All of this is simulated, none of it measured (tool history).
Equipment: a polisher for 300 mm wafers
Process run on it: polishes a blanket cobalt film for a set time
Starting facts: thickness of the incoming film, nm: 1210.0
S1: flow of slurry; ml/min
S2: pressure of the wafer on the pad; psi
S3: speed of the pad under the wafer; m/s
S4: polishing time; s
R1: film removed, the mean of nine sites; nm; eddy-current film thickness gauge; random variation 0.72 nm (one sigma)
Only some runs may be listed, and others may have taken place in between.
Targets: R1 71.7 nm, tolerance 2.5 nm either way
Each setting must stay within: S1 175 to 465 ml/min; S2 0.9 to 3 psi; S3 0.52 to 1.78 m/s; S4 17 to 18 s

Run 1, hour 0: S1 295 ml/min, S2 1.9 psi, S3 1.14 m/s, S4 18 s. Result: R1 105.66 nm.
Run 2, hour 8: S1 295 ml/min, S2 1.9 psi, S3 1.14 m/s, S4 17 s. Result: R1 101.09 nm.
Run 3, hour 14.3: S1 295 ml/min, S2 1.7 psi, S3 1.14 m/s, S4 17 s. Result: R1 91.304 nm.
Run 4, hour 22.5: S1 345 ml/min, S2 1.7 psi, S3 1.14 m/s, S4 17 s. Result: R1 93.453 nm.
Run 5, hour 24: S1 345 ml/min, S2 1.7 psi, S3 1.14 m/s, S4 17 s. Result: R1 93.622 nm.
Run 6, hour 32.8: S1 290 ml/min, S2 1.7 psi, S3 1.14 m/s, S4 17 s. Result: R1 90.326 nm.
At hour 40.4: slurry nozzle cleaned.
Run 7, hour 40.4: S1 290 ml/min, S2 1.7 psi, S3 1.14 m/s, S4 17 s. Result: R1 96.095 nm.
Run 8, hour 45.6: S1 295 ml/min, S2 1.5 psi, S3 1.14 m/s, S4 17 s. Result: R1 88.33 nm.
Run 9, hour 49: S1 295 ml/min, S2 1.4 psi, S3 1.12 m/s, S4 17 s. Result: R1 81.163 nm.
Run 10, hour 54.2: S1 295 ml/min, S2 1.3 psi, S3 1.12 m/s, S4 17 s. Result: R1 78.174 nm.
Run 11, hour 58.5: S1 295 ml/min, S2 1.2 psi, S3 1.12 m/s, S4 17 s. Result: R1 75.062 nm.

Next run, 4 choices. One meets every target within its allowed miss, the rest don't. Which?
Run A, hour 62.8: S1 240 ml/min, S2 2 psi, S3 0.76 m/s, S4 17 s. Result: R1 ?.
Run B, hour 62.8: S1 390 ml/min, S2 1.3 psi, S3 0.94 m/s, S4 17 s. Result: R1 ?.
Run C, hour 62.8: S1 290 ml/min, S2 1.1 psi, S3 1.06 m/s, S4 17 s. Result: R1 ?.
Run D, hour 62.8: S1 265 ml/min, S2 1.2 psi, S3 1.18 m/s, S4 18 s. Result: R1 ?.

move      R1
   A  71.549
   B  67.069
   C  65.862
   D  81.183
A: all results in spec
B: the result that was furthest off in the last run now lies on the other side of its target
C: the result that was furthest off in the last run now lies on the other side of its target
D: further off than the last run
Correct choice: A, which meets every target

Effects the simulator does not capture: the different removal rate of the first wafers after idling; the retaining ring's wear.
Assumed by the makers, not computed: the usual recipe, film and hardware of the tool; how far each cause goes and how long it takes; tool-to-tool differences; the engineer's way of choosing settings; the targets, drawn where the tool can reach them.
